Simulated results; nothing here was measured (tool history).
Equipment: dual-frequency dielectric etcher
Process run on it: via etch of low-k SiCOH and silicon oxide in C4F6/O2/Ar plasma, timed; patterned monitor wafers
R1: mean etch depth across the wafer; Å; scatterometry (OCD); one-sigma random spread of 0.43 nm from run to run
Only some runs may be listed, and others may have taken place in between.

run 1 hour=0.0 | source_power_(kW)=0.430 bias_power_(kW)=0.189 etch_time_(s)=64.5 | R1=1504.6
run 2 hour=7.9 | source_power_(kW)=0.440 bias_power_(kW)=0.191 etch_time_(s)=64.5 | R1=1531.6
run 3 hour=16.3 | source_power_(kW)=0.440 bias_power_(kW)=0.191 etch_time_(s)=67.0 | R1=1589.3
run 4 hour=17.5 | source_power_(kW)=0.450 bias_power_(kW)=0.192 etch_time_(s)=67.0 | R1=1602.0
run 5 hour=19.9 | source_power_(kW)=0.450 bias_power_(kW)=0.163 etch_time_(s)=67.0 | R1=1526.2
run 6 hour=28.7 | source_power_(kW)=0.460 bias_power_(kW)=0.165 etch_time_(s)=67.0 | R1=1554.2
run 7 hour=34.4 | source_power_(kW)=0.470 bias_power_(kW)=0.167 etch_time_(s)=67.0 | R1=1570.4
run 8 hour=40.1 | source_power_(kW)=0.480 bias_power_(kW)=0.168 etch_time_(s)=67.0 | R1=1591.3
run 9 hour=41.8 | source_power_(kW)=0.490 bias_power_(kW)=0.169 etch_time_(s)=67.0 | R1=1603.1
run 10 hour=44.3 | source_power_(kW)=0.500 bias_power_(kW)=0.170 etch_time_(s)=67.0 | R1=1623.7
run 11 hour=49.0 | source_power_(kW)=0.510 bias_power_(kW)=0.171 etch_time_(s)=67.0 | R1=1638.7
run 12 hour=54.4 | source_power_(kW)=0.520 bias_power_(kW)=0.172 etch_time_(s)=67.0 | R1=1655.7

Estimate the outcome of run 13 from the log above:
run 13 hour=56.6 | source_power_(kW)=0.520 bias_power_(kW)=0.173 etch_time_(s)=67.0 | R1=?

{"run 13": {"R1": 1644.9}}
